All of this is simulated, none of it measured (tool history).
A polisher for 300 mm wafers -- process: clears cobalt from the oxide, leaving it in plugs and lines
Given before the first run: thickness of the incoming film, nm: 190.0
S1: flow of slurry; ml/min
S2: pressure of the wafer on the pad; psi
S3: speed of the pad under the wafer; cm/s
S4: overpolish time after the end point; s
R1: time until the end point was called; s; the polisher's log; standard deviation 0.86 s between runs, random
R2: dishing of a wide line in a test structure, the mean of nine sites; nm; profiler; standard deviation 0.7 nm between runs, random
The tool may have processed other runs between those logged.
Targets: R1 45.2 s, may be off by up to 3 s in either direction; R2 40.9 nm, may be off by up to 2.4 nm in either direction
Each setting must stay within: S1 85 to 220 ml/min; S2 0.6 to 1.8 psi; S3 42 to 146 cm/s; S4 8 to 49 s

run,hour,S1,S2,S3,S4,R1,R2
1,0,140,1.2,94,25,58.935,41.765
2,5.6,175,1.2,94,25,57.86,42.172
3,14,175,1.2,94,24,56.865,41.159
4,21.3,175,1.2,94,23,58.648,40.474
5,26.2,175,1.4,94,23,49.792,43.114
6,28.3,155,1.4,94,23,50.436,44.72
7,33,155,1.4,94,22,51.399,41.927
8,41,155,1.4,94,21,49.531,40.725
9,44.3,155,1.4,94,21,50.159,41.782
10,51.7,155,1.4,94,20,51.14,39.913

Consider the 5 candidate settings below. Which is the only one whose results all fall within their allowed miss of target?
A,59.1,210,1.5,64,24,?,?
B,59.1,165,1.3,92,21,?,?
C,59.1,140,1.3,92,23,?,?
D,59.1,140,1.1,104,25,?,?
E,59.1,195,1.1,146,18,?,?

move,R1,R2
A,58.916,42.402
B,56.062,40.6
C,57.711,41.897
D,62.489,42.023
E,46.358,41.272
A: lands further from the targets than the last run did
B: lands further from the targets than the last run did
C: lands further from the targets than the last run did
D: lands further from the targets than the last run did
E: all results land within tolerance of their targets
The move that meets every target is E.
